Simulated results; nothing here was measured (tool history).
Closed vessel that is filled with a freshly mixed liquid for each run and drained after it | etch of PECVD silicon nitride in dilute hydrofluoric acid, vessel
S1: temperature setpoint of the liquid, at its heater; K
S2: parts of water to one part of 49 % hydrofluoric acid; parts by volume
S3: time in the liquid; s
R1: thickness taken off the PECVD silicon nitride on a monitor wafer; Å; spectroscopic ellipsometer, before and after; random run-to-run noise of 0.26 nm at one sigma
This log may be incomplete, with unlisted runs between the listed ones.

run	day	S1	S2	S3	R1
1	0.000	298.15	125	1640	244.23
2	0.354	298.15	105	1640	287.47
3	0.658	298.15	105	1640	289.48
4	0.838	294.65	105	1640	228.85
5	0.975	296.65	105	1640	259.16
6	1.325	293.15	105	1640	207.59
7	1.696	297.15	105	1640	268.77
8	1.725	298.65	105	1640	297.53
9	1.875	299.65	105	1640	321.31
10	2.200	300.65	105	1640	341.08
11	2.354	301.15	105	1640	353.66
12	2.608	301.65	105	1640	361.47

Expected results for the next run?
13	2.808	302.15	105	1640	?

Run 13 yielded R1 373.99 Å.
